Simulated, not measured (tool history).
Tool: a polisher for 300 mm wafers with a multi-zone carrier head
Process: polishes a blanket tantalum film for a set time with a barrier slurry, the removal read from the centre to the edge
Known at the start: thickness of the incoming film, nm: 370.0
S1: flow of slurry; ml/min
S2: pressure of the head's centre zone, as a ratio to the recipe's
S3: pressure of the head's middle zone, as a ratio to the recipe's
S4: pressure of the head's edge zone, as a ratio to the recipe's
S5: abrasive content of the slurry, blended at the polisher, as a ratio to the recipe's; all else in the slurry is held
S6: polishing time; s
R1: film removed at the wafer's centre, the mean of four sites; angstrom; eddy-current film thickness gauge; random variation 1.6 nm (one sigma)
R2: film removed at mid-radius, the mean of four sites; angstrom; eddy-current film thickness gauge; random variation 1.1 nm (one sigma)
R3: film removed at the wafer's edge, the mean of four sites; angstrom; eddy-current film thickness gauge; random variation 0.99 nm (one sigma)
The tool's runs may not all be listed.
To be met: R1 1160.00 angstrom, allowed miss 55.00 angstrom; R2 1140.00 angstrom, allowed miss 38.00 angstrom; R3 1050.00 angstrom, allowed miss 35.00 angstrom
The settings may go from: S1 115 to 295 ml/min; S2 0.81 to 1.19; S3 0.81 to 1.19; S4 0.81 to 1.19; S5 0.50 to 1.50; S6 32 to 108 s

| run | hour | S1 | S2 | S3 | S4 | S5 | S6 | R1 | R2 | R3 |
|---|---|---|---|---|---|---|---|---|---|---|
| 1 | 0.0 | 190 | 1.00 | 1.00 | 1.00 | 1.00 | 70 | 834.70 | 867.16 | 861.28 |
| 2 | 7.0 | 155 | 1.00 | 1.00 | 1.00 | 1.00 | 70 | 800.34 | 820.26 | 840.44 |
| 3 | 10.9 | 155 | 1.00 | 1.06 | 1.00 | 1.00 | 70 | 822.39 | 874.59 | 834.38 |
| 4 | 18.2 | 175 | 1.03 | 1.07 | 1.03 | 1.05 | 70 | 858.80 | 917.22 | 859.19 |
| 5 | 21.4 | 185 | 1.06 | 1.07 | 1.04 | 1.15 | 71 | 918.37 | 947.50 | 908.45 |
| 6 | 28.2 | 200 | 1.09 | 1.08 | 1.05 | 1.20 | 71 | 965.95 | 985.76 | 926.67 |
| 7 | 33.6 | 210 | 1.11 | 1.09 | 1.06 | 1.25 | 71 | 1021.00 | 991.53 | 945.40 |
| 8 | 35.5 | 220 | 1.12 | 1.11 | 1.07 | 1.30 | 71 | 1060.70 | 1027.10 | 961.23 |

4 next moves are on the table. One of them brings every result within its allowed miss. Which?
| A | 37.4 | 240 | 1.13 | 1.13 | 1.06 | 1.30 | 77 | ? | ? | ? |
| B | 37.4 | 285 | 1.19 | 0.84 | 1.18 | 1.45 | 70 | ? | ? | ? |
| C | 37.4 | 195 | 0.92 | 1.03 | 1.19 | 1.25 | 84 | ? | ? | ? |
| D | 37.4 | 195 | 1.00 | 1.02 | 1.10 | 1.35 | 72 | ? | ? | ? |

| move | R1 | R2 | R3 |
|---|---|---|---|
| A | 1172.20 | 1144.70 | 1037.50 |
| B | 1170.70 | 876.56 | 1037.00 |
| C | 996.67 | 1123.60 | 1165.90 |
| D | 943.68 | 970.98 | 974.76 |
A: meets every target
B: further off than the last run
C: brings the result that was furthest off to its target, and leaves another outside
D: further off than the last run
Move A is the one to make.

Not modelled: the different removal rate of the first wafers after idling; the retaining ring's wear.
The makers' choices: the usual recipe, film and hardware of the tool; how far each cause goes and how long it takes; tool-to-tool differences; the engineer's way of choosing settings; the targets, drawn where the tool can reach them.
